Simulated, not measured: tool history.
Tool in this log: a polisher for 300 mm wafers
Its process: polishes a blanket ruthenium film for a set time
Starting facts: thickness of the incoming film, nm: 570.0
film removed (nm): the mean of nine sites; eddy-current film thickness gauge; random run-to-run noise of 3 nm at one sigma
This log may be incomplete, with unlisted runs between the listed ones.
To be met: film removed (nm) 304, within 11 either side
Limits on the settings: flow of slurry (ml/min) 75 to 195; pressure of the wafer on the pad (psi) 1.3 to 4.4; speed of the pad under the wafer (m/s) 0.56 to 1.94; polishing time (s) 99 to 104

run  hour  flow of slurry (ml/min)  pressure of the wafer on the pad (psi)  speed of the pad under the wafer (m/s)  polishing time (s)  film removed (nm)
  1     0                      125                                     2.8                                    1.24                  99             221.06
  2   0.9                      125                                     2.1                                    1.24                  99             166.66
  3   6.4                      130                                     2.5                                    1.24                  99             197.46
  4   8.2                      130                                     2.5                                    1.52                  99             242.84
  5    15                      130                                     2.5                                    1.52                 104             255.26
  6  18.4                      130                                     2.5                                    1.66                 104             273.82
  7  26.2                      135                                     2.5                                    1.66                 104             273.04
  8  34.3                      135                                     2.6                                    1.66                 104             288.88

Which single option among these 5 for the next run brings every result within its allowed miss of target? Just one does.
  A  42.4                      130                                     2.8                                    1.48                 103                  ?
  B  42.4                      145                                     2.9                                    1.64                  99                  ?
  C  42.4                      125                                     2.6                                     1.6                 104                  ?
  D  42.4                      125                                     2.6                                     1.6                 103                  ?
  E  42.4                      160                                     2.6                                    1.62                  99                  ?

move  film removed (nm)
   A             268.59
   B             299.62
   C             269.86
   D             267.27
   E             270.45
A: moves away from the targets compared with the last run
B: meets every target
C: moves away from the targets compared with the last run
D: moves away from the targets compared with the last run
E: moves away from the targets compared with the last run
The move that meets every target is B.
